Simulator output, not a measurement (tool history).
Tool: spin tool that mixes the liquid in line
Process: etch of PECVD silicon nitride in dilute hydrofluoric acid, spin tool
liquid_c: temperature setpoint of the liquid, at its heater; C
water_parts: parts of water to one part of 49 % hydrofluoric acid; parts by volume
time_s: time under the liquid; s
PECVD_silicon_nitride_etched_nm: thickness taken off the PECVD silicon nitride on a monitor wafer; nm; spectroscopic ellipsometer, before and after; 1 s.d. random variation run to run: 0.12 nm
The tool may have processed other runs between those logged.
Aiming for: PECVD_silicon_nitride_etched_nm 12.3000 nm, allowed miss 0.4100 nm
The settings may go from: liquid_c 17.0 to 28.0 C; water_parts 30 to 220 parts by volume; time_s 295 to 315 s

run,hour,liquid_c,water_parts,time_s,PECVD_silicon_nitride_etched_nm
1,0.0,20.0,125,295,7.3790
2,5.6,22.0,125,295,8.5277
3,12.7,23.5,125,295,9.5335
4,19.5,23.5,125,295,9.5836
5,22.6,23.5,170,295,6.8621
# hour 31.1: hydrofluoric acid flow meter replaced
6,31.1,24.5,160,295,7.1920
7,39.6,25.5,145,295,8.4603
8,41.4,28.0,110,295,13.1990

Pick the move, out of 4, that brings all results within their allowed miss; only one does.
A,43.2,25.5,100,300,?
B,43.2,27.0,100,300,?
C,43.2,27.5,105,315,?
D,43.2,28.0,105,295,?

move,PECVD_silicon_nitride_etched_nm
A,12.4450
B,13.7140
C,14.1620
D,13.6930
A: every result within its allowed miss
B: the biggest miss grows against the last run
C: the biggest miss grows against the last run
D: the biggest miss grows against the last run
A is the move that brings every result within its allowed miss.
